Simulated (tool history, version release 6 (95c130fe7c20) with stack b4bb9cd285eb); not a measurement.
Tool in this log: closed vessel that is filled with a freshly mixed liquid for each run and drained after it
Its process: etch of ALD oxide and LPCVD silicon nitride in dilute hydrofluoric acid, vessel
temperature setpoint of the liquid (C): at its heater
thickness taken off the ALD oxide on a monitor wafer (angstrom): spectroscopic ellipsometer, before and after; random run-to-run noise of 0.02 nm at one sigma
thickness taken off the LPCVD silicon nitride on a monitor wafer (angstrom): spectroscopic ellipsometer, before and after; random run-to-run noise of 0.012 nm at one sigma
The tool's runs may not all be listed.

run  hour  temperature setpoint of the liquid (C)  parts of water to one part of 49 % hydrofluoric acid (parts by volume)  time in the liquid (s)  thickness taken off the ALD oxide on a monitor wafer (angstrom)  thickness taken off the LPCVD silicon nitride on a monitor wafer (angstrom)
  1   0.0                                    25.0                                                                     220                     110                                                           148.41                                                                       2.9249
  2   5.6                                    25.0                                                                     185                     110                                                           184.52                                                                       4.3948
  3   8.3                                    22.0                                                                     185                     110                                                           164.09                                                                       2.1278
  4  17.0                                    22.0                                                                     210                     110                                                           140.74                                                                       2.2229
  5  20.0                                    22.0                                                                     180                     110                                                           170.21                                                                       2.1967
  6  24.7                                    21.5                                                                     205                     110                                                           142.75                                                                       1.6531

Expected results for the next run?
     28.4  -- thermometer replaced
  7  28.4                                    21.5                                                                     230                     110                                                                ?                                                                            ?

For run 7 the tool returned thickness taken off the ALD oxide on a monitor wafer (angstrom) 117.36, thickness taken off the LPCVD silicon nitride on a monitor wafer (angstrom) 2.1959.
